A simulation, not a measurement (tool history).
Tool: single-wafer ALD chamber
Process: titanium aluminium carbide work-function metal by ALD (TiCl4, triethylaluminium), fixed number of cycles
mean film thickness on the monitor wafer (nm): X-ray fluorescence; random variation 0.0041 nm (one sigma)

| run | day | heater temperature setpoint (deg C) | triethylaluminium pulse time (s) | mean film thickness on the monitor wafer (nm) |
|---|---|---|---|---|
| 1 | 0 | 320 | 12.49 | 2.0333 |
| 2 | 0.188 | 315 | 10.95 | 1.9769 |
| 3 | 0.388 | 315 | 14.46 | 2.0172 |
| 4 | 0.683 | 310 | 14.46 | 1.9754 |
| 5 | 0.904 | 307 | 12.54 | 1.9322 |
| 6 | 1.092 | 305 | 10.99 | 1.9095 |

Forecast run 7:
| 7 | 1.121 | 303 | 9.74 | ? |

{"run 7": {"mean film thickness on the monitor wafer (nm)": 1.8615}}
